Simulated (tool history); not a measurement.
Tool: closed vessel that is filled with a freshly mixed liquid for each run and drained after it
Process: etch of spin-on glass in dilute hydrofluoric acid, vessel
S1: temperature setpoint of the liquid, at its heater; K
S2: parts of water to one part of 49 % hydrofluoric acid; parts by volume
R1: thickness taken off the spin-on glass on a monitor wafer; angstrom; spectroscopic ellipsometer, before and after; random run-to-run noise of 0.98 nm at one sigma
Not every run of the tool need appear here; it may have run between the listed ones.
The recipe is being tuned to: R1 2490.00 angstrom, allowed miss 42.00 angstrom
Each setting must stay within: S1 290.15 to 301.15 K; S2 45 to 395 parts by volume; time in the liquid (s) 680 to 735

Run 1, day 0.000: S1 293.15 K, S2 220 parts by volume, time in the liquid (s) 680. Result: R1 939.06 angstrom.
Run 2, day 0.092: S1 290.15 K, S2 220 parts by volume, time in the liquid (s) 680. Result: R1 836.16 angstrom.
Run 3, day 0.279: S1 292.65 K, S2 220 parts by volume, time in the liquid (s) 680. Result: R1 922.61 angstrom.
Run 4, day 0.579: S1 292.65 K, S2 220 parts by volume, time in the liquid (s) 735. Result: R1 1001.20 angstrom.
Run 5, day 0.742: S1 294.65 K, S2 220 parts by volume, time in the liquid (s) 735. Result: R1 1073.40 angstrom.
Run 6, day 0.929: S1 294.65 K, S2 270 parts by volume, time in the liquid (s) 735. Result: R1 833.71 angstrom.
Run 7, day 1.317: S1 295.65 K, S2 245 parts by volume, time in the liquid (s) 735. Result: R1 973.86 angstrom.
Run 8, day 1.621: S1 296.15 K, S2 225 parts by volume, time in the liquid (s) 735. Result: R1 1104.50 angstrom.
Run 9, day 1.696: S1 300.15 K, S2 135 parts by volume, time in the liquid (s) 735. Result: R1 2374.30 angstrom.

Of the 5 settings listed for the next run, only one would bring every result within its allowed miss of target. Which one?
Run A, day 1.771: S1 299.15 K, S2 120 parts by volume, time in the liquid (s) 705. Result: R1 ?.
Run B, day 1.771: S1 299.15 K, S2 120 parts by volume, time in the liquid (s) 680. Result: R1 ?.
Run C, day 1.771: S1 301.15 K, S2 135 parts by volume, time in the liquid (s) 715. Result: R1 ?.
Run D, day 1.771: S1 294.15 K, S2 110 parts by volume, time in the liquid (s) 735. Result: R1 ?.
Run E, day 1.771: S1 300.65 K, S2 135 parts by volume, time in the liquid (s) 680. Result: R1 ?.

move       R1
   A  2521.30
   B  2431.90
   C  2401.00
   D  2390.40
   E  2242.00
A: meets every target
B: gains on the last run, yet a result remains outside its allowed miss
C: gains on the last run, yet a result remains outside its allowed miss
D: gains on the last run, yet a result remains outside its allowed miss
E: the biggest miss grows against the last run
Correct choice: A, which meets every target
